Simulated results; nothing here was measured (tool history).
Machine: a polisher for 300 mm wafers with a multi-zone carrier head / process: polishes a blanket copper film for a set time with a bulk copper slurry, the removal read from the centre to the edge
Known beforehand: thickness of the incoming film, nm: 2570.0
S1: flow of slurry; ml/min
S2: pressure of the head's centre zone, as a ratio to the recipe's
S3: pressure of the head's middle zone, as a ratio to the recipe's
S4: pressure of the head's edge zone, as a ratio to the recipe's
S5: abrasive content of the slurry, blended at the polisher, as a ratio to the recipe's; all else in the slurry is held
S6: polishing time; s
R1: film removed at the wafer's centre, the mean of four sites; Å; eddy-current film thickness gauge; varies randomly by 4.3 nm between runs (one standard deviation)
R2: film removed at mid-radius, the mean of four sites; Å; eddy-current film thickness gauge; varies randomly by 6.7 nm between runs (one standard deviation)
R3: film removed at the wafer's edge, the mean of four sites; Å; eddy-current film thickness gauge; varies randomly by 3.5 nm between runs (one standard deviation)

| run | hour | S1 | S2 | S3 | S4 | S5 | S6 | R1 | R2 | R3 |
|---|---|---|---|---|---|---|---|---|---|---|
| 1 | 0.0 | 195 | 1.00 | 1.00 | 1.00 | 1.00 | 34 | 3467.8 | 3430.7 | 3444.0 |
| 2 | 7.6 | 210 | 1.04 | 1.04 | 1.03 | 1.10 | 35 | 3844.7 | 3834.0 | 3667.2 |
| 3 | 16.0 | 220 | 1.07 | 1.05 | 1.06 | 1.20 | 36 | 4243.3 | 4094.1 | 4037.2 |
| 4 | 20.5 | 220 | 1.07 | 1.05 | 1.06 | 1.20 | 29 | 3355.6 | 3220.2 | 3174.5 |
| 5 | 22.3 | 235 | 1.10 | 1.08 | 1.07 | 1.25 | 31 | 3750.8 | 3594.1 | 3449.4 |
| 6 | 24.0 | 245 | 1.12 | 1.10 | 1.08 | 1.30 | 33 | 4118.9 | 3998.5 | 3742.2 |
| 7 | 26.6 | 250 | 1.14 | 1.11 | 1.09 | 1.35 | 34 | 4320.8 | 4152.9 | 3922.8 |
| 8 | 28.1 | 260 | 1.15 | 1.12 | 1.08 | 1.40 | 35 | 4597.5 | 4486.1 | 4091.1 |
| 9 | 36.6 | 265 | 1.16 | 1.12 | 1.08 | 1.40 | 36 | 4847.0 | 4523.6 | 4213.1 |

Forecast run 10:
| 10 | 41.2 | 270 | 1.17 | 1.13 | 1.09 | 1.40 | 37 | ? | ? | ? |

{"run 10": {"R1": 4992.1, "R2": 4626.4, "R3": 4344.5}}
